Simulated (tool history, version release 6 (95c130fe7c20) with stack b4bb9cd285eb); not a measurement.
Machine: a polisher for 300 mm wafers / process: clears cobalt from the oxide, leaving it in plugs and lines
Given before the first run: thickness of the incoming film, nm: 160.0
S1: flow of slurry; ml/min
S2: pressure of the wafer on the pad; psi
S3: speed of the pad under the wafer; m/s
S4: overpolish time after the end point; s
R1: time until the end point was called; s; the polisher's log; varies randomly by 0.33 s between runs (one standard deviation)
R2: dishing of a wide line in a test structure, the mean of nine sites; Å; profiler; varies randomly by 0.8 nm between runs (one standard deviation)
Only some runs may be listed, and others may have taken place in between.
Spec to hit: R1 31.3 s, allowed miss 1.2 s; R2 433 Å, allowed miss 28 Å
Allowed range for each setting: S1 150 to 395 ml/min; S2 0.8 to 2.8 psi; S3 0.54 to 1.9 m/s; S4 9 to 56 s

run 1 hour=0 | S1=250 S2=1.8 S3=1.22 S4=29 | R1=30.605 R2=579.02
run 2 hour=7.9 | S1=250 S2=1.8 S3=1.36 S4=29 | R1=27.407 R2=593.14
run 3 hour=14.3 | S1=250 S2=1.8 S3=1.36 S4=26 | R1=27.399 R2=580.05
run 4 hour=22.9 | S1=250 S2=1.8 S3=1.18 S4=26 | R1=31.04 R2=577.73
run 5 hour=24.9 | S1=250 S2=1.5 S3=1.18 S4=26 | R1=35.685 R2=552.99
run 6 hour=27.5 | S1=240 S2=1.5 S3=1.22 S4=24 | R1=33.996 R2=548.92
run 7 hour=30.6 | S1=230 S2=1.4 S3=1.26 S4=22 | R1=35.961 R2=544.99
run 8 hour=35.1 | S1=255 S2=1.4 S3=1.26 S4=20 | R1=35.808 R2=514.39
run 9 hour=40.3 | S1=255 S2=1.4 S3=1.26 S4=20 | R1=35.012 R2=515.51
run 10 hour=41.4 | S1=265 S2=1.4 S3=1.26 S4=18 | R1=34.85 R2=491.06
run 11 hour=43 | S1=270 S2=1.4 S3=1.26 S4=17 | R1=35.581 R2=463.43
run 12 hour=50.6 | S1=275 S2=1.4 S3=1.26 S4=17 | R1=34.338 R2=482.84
run 13 hour=55.1 | S1=280 S2=1.4 S3=1.26 S4=16 | R1=34.433 R2=458.15
run 14 hour=57.8 | S1=295 S2=1.6 S3=1.26 S4=9 | R1=30.679 R2=344.02
run 15 hour=58.7 | S1=290 S2=1.6 S3=1.26 S4=10 | R1=31.554 R2=369.19
run 16 hour=65.8 | S1=285 S2=1.6 S3=1.26 S4=11 | R1=31.932 R2=398.92

Next run, 5 choices. One meets every target within its allowed miss, the rest don't. Which?
run A hour=72.9 | S1=340 S2=1.8 S3=1.12 S4=13 | R1=? R2=?
run B hour=72.9 | S1=315 S2=1.6 S3=1.26 S4=17 | R1=? R2=?
run C hour=72.9 | S1=265 S2=1.6 S3=1.18 S4=14 | R1=? R2=?
run D hour=72.9 | S1=205 S2=2 S3=1.08 S4=21 | R1=? R2=?
run E hour=72.9 | S1=305 S2=1.5 S3=1.48 S4=18 | R1=? R2=?

move=A R1=30.873 R2=426.65
move=B R1=30.683 R2=488.24
move=C R1=33.1 R2=427.83
move=D R1=31.014 R2=528.6
move=E R1=27.96 R2=518.64
A: all results in spec
B: moves the result that the last run missed by most past its target, out the other side
C: the furthest-off result lands on target, but another misses its tolerance
D: moves the result that the last run missed by most past its target, out the other side
E: moves the result that the last run missed by most past its target, out the other side
The move that meets every target is A.

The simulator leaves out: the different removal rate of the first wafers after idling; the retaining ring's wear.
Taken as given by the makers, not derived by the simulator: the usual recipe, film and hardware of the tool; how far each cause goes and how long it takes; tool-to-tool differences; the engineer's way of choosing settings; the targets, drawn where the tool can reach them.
